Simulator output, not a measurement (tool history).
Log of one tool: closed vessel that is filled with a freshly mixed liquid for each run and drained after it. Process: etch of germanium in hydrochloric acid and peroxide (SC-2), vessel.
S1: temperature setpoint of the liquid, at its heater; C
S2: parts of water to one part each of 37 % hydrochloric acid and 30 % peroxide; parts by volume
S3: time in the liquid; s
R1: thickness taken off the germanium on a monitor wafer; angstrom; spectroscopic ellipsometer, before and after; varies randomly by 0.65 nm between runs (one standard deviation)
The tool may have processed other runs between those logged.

| run | day | S1 | S2 | S3 | R1 |
|---|---|---|---|---|---|
| 1 | 0.000 | 52.0 | 10.5 | 105 | 2549.0 |
| 2 | 0.088 | 52.0 | 10.5 | 105 | 2553.2 |
| 3 | 0.312 | 56.0 | 10.5 | 105 | 2893.2 |
| 4 | 0.396 | 52.5 | 10.5 | 105 | 2587.5 |
| 5 | 0.558 | 52.5 | 10.5 | 105 | 2610.7 |
| 6 | 0.900 | 48.0 | 10.5 | 105 | 2268.1 |
| 7 | 1.033 | 48.0 | 10.5 | 105 | 2259.2 |

Forecast run 8:
| 8 | 1.392 | 47.0 | 10.5 | 105 | ? |

{"run 8": {"R1": 2181.1}}
